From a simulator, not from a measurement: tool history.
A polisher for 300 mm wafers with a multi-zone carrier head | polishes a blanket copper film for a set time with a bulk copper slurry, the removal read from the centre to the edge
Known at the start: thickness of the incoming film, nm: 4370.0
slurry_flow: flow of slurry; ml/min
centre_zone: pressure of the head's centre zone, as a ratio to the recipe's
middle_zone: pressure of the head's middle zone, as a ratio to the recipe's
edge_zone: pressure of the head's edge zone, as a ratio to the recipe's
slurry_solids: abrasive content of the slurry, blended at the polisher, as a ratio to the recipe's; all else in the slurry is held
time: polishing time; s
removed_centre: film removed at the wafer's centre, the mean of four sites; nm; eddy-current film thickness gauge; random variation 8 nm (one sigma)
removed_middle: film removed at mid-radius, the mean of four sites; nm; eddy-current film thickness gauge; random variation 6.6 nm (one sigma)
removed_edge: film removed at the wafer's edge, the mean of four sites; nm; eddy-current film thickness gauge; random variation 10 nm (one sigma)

run	hour	slurry_flow	centre_zone	middle_zone	edge_zone	slurry_solids	time	removed_centre	removed_middle	removed_edge
1	0	130	1	1	1	1	47	468.56	489.08	480.3
2	2.7	130	1	1.08	1	1	47	473.31	526.4	473.91
3	4.2	130	1	0.99	1	1	47	480.42	486.07	479.95
4	5.3	135	0.97	1.01	1.04	1.1	50	518.75	546.32	527.08
5	5.9	135	0.97	1.01	1.04	1.1	58	585.34	630.01	604.96
6	14.8	135	0.97	1.01	1.11	1.1	58	593.58	621.39	638.92
7	15.6	135	0.93	1.02	1.13	1.15	60	572.71	660.2	674.87
8	17	145	0.92	1.03	1.14	1.2	60	599.07	692.15	690.66

Run 9 comes next. What will it give?
9	23.3	150	0.9	1.03	1.15	1.25	61	?	?	?

Run 9 gave removed_centre 603.25 nm, removed_middle 704.95 nm, removed_edge 712.61 nm.
